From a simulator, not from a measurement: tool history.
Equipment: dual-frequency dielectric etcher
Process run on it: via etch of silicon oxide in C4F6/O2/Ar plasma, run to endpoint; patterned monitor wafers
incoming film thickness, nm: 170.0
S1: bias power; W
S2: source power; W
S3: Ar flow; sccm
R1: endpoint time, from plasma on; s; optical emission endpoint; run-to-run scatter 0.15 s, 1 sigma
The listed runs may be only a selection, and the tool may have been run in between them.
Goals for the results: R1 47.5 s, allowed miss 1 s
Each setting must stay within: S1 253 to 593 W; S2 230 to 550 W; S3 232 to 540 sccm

run,day,S1,S2,S3,R1
1,0,423,390,386,42.1
2,0.288,423,420,386,40.916
3,0.554,390,410,387,42.776
4,0.654,369,410,388,43.858
5,0.712,369,410,355,43.575
6,0.838,352,410,355,44.427
7,0.921,339,410,355,45.503
8,1.258,332,410,355,45.516
9,1.529,324,410,355,46.288

Below are 4 possible settings for the next run. Only one of them brings all results inside the allowed miss of their targets. Which is it?
A,1.8,274,390,347,?
B,1.8,390,260,435,?
C,1.8,346,350,344,?
D,1.8,327,400,301,?

move,R1
A,50.82
B,50.449
C,47.087
D,45.47
A: pushes the last run's worst result past its target
B: pushes the last run's worst result past its target
C: in spec on every target
D: moves away from the targets compared with the last run
Answer: C
